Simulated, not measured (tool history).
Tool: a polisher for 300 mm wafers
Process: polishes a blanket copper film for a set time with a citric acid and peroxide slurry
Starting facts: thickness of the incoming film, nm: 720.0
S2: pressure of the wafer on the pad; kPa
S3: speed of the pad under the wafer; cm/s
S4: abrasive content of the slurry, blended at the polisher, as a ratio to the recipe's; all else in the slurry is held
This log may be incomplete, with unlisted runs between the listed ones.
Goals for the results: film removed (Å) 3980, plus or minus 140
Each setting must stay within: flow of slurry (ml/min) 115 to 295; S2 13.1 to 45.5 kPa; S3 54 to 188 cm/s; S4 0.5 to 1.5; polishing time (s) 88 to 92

run 1 day=0 | flow_of_slurry_(ml/min)=190 S2=29 S3=120 S4=1 polishing_time_(s)=88 | film_removed_(Å)=3395.3
run 2 day=0.304 | flow_of_slurry_(ml/min)=190 S2=26.2 S3=120 S4=1 polishing_time_(s)=88 | film_removed_(Å)=3172.7
run 3 day=0.371 | flow_of_slurry_(ml/min)=195 S2=28.3 S3=120 S4=1 polishing_time_(s)=88 | film_removed_(Å)=3431.7
run 4 day=0.525 | flow_of_slurry_(ml/min)=230 S2=28.3 S3=120 S4=1 polishing_time_(s)=88 | film_removed_(Å)=3361.7
run 5 day=0.617 | flow_of_slurry_(ml/min)=230 S2=29.6 S3=120 S4=1 polishing_time_(s)=88 | film_removed_(Å)=3533.6
run 6 day=0.654 | flow_of_slurry_(ml/min)=230 S2=31 S3=120 S4=1 polishing_time_(s)=88 | film_removed_(Å)=3660
run 7 day=0.983 | flow_of_slurry_(ml/min)=230 S2=31.7 S3=120 S4=1 polishing_time_(s)=88 | film_removed_(Å)=3688.8
run 8 day=1.246 | flow_of_slurry_(ml/min)=230 S2=32.4 S3=120 S4=1 polishing_time_(s)=88 | film_removed_(Å)=3629.4
run 9 day=1.579 | flow_of_slurry_(ml/min)=230 S2=33.8 S3=120 S4=1 polishing_time_(s)=88 | film_removed_(Å)=3728.7

Which one of the following 4 next-run settings gets every result inside its allowed miss? There is exactly one.
run A day=1.912 | flow_of_slurry_(ml/min)=190 S2=45.5 S3=80 S4=1.05 polishing_time_(s)=92 | film_removed_(Å)=?
run B day=1.912 | flow_of_slurry_(ml/min)=185 S2=31.7 S3=120 S4=0.95 polishing_time_(s)=88 | film_removed_(Å)=?
run C day=1.912 | flow_of_slurry_(ml/min)=255 S2=31 S3=128 S4=0.95 polishing_time_(s)=92 | film_removed_(Å)=?
run D day=1.912 | flow_of_slurry_(ml/min)=245 S2=34.5 S3=100 S4=1.15 polishing_time_(s)=90 | film_removed_(Å)=?

move=A film_removed_(Å)=3247.5
move=B film_removed_(Å)=3516.1
move=C film_removed_(Å)=3964
move=D film_removed_(Å)=3437.1
A: misses by more than the last run did
B: misses by more than the last run did
C: each result inside its tolerance
D: misses by more than the last run did
C meets every target.

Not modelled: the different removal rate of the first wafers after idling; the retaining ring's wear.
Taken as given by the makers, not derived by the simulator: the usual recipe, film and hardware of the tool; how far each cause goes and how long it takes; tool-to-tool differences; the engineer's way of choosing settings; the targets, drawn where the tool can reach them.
